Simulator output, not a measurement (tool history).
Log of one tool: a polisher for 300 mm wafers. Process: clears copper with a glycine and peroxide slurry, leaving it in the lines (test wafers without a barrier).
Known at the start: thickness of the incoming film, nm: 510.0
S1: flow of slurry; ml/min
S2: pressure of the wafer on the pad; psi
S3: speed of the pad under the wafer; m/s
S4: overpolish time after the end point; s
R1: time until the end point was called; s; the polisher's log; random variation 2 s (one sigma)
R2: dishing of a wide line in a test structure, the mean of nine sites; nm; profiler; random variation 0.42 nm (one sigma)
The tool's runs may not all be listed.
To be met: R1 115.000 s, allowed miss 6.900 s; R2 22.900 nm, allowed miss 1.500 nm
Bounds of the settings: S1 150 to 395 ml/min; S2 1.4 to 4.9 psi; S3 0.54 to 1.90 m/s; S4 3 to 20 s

run	hour	S1	S2	S3	S4	R1	R2
1	0.0	250	3.1	1.22	10	95.096	40.527
2	5.4	250	3.6	1.22	10	83.336	44.019
3	12.1	250	3.4	1.20	9	92.816	38.818
4	16.1	250	3.3	1.20	8	94.983	34.293
5	22.8	250	3.3	1.20	10	93.702	41.450
6	27.5	250	3.2	1.20	9	96.343	36.369
7	35.9	250	3.1	1.20	8	102.560	32.837
8	42.0	250	3.1	1.20	7	99.214	29.743
9	46.5	250	3.0	1.20	7	105.140	29.125
10	54.6	250	2.9	1.20	6	106.340	24.449

Which of these 4 next moves meets every target?
A	62.7	225	2.6	1.02	7	?	?
B	62.7	230	2.8	1.16	7	?	?
C	62.7	245	3.3	0.98	6	?	?
D	62.7	345	3.0	1.04	7	?	?

move	R1	R2
A	136.450	23.515
B	115.110	27.262
C	115.060	23.950
D	116.090	27.143
A: takes the result that was furthest off past its target
B: brings the result that was furthest off to its target, and leaves another outside
C: meets every target
D: brings the result that was furthest off to its target, and leaves another outside
Answer: C

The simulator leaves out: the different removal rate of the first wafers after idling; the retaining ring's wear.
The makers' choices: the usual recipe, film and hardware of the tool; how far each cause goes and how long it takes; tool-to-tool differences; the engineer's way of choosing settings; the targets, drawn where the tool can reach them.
